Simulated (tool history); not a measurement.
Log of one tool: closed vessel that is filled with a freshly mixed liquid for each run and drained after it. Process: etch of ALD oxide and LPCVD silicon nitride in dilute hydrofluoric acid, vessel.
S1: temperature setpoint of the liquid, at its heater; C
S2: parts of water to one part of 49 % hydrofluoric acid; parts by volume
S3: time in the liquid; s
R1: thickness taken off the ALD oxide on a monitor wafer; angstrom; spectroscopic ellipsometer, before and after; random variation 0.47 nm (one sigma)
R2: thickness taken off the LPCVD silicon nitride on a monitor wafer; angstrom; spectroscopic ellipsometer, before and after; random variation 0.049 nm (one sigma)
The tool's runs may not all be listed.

run	hour	S1	S2	S3	R1	R2
1	0.0	24.0	185	195	309.00	6.0176
2	7.0	24.0	220	195	248.30	5.1828
3	13.1	24.0	220	150	191.91	3.6933
4	19.3	26.0	175	150	269.55	5.9899
5	20.6	26.0	210	150	218.89	5.0350
6	26.9	26.0	245	150	180.81	4.0644
7	33.5	25.5	185	160	266.06	5.7470

The next listed run, before its measurement:
8	41.3	25.0	145	165	?	?

Run 8 gave R1 358.73 angstrom, R2 7.0748 angstrom.
